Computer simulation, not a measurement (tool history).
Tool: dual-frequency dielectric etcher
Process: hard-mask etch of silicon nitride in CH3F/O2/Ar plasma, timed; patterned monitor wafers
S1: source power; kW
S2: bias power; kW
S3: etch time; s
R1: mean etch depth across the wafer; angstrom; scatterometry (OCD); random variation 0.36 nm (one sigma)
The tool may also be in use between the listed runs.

run	hour	S1	S2	S3	R1
1	0.0	0.400	0.101	183	1468.4
2	6.1	0.380	0.096	183	1418.7
3	13.8	0.360	0.091	183	1365.4
4	18.1	0.340	0.087	183	1300.6
5	19.2	0.330	0.085	183	1278.5
6	23.0	0.320	0.083	183	1251.5

The next listed run, before its measurement:
7	26.3	0.310	0.082	183	?

{"run 7": {"R1": 1227.1}}

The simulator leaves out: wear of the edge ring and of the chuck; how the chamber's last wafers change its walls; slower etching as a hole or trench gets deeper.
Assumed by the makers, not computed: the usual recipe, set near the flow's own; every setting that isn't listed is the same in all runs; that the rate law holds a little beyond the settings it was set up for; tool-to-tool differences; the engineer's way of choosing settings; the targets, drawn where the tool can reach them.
